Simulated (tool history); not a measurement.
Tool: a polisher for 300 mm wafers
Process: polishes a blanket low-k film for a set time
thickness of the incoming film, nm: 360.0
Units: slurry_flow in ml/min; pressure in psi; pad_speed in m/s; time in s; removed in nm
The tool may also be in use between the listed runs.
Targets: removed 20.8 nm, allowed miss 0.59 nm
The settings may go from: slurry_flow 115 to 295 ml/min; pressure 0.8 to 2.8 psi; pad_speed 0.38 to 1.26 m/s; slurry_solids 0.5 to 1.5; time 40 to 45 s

{"run": 1, "hour": 0.0, "slurry_flow": 190, "pressure": 1.8, "pad_speed": 0.82, "slurry_solids": 1, "time": 45, "removed": 15.774}
{"run": 2, "hour": 5.2, "slurry_flow": 190, "pressure": 1.8, "pad_speed": 0.82, "slurry_solids": 0.95, "time": 45, "removed": 15.233}
{"run": 3, "hour": 6.4, "slurry_flow": 190, "pressure": 1.8, "pad_speed": 0.82, "slurry_solids": 0.85, "time": 45, "removed": 14.505}
{"run": 4, "hour": 7.6, "slurry_flow": 195, "pressure": 2, "pad_speed": 0.82, "slurry_solids": 0.85, "time": 45, "removed": 15.748}
{"run": 5, "hour": 14.7, "slurry_flow": 195, "pressure": 2.3, "pad_speed": 0.82, "slurry_solids": 0.85, "time": 45, "removed": 16.993}
{"run": 6, "hour": 21.4, "slurry_flow": 200, "pressure": 2.4, "pad_speed": 0.82, "slurry_solids": 0.85, "time": 45, "removed": 17.641}
{"run": 7, "hour": 25.4, "slurry_flow": 200, "pressure": 2.5, "pad_speed": 0.82, "slurry_solids": 0.85, "time": 45, "removed": 18.513}
{"run": 8, "hour": 34.4, "slurry_flow": 225, "pressure": 2.7, "pad_speed": 0.82, "slurry_solids": 0.85, "time": 45, "removed": 19.554}

Which of these 4 next moves meets every target?
{"run": "A", "hour": 43.4, "slurry_flow": 240, "pressure": 2.7, "pad_speed": 1, "slurry_solids": 0.85, "time": 43, "removed": "?"}
{"run": "B", "hour": 43.4, "slurry_flow": 195, "pressure": 2.8, "pad_speed": 0.92, "slurry_solids": 0.8, "time": 43, "removed": "?"}
{"run": "C", "hour": 43.4, "slurry_flow": 200, "pressure": 2.6, "pad_speed": 0.88, "slurry_solids": 0.85, "time": 43, "removed": "?"}
{"run": "D", "hour": 43.4, "slurry_flow": 225, "pressure": 2.6, "pad_speed": 0.82, "slurry_solids": 0.85, "time": 43, "removed": "?"}

move=A removed=20.777
move=B removed=19.223
move=C removed=18.431
move=D removed=18.048
A: meets every target
B: further off than the last run
C: further off than the last run
D: further off than the last run
Answer: A
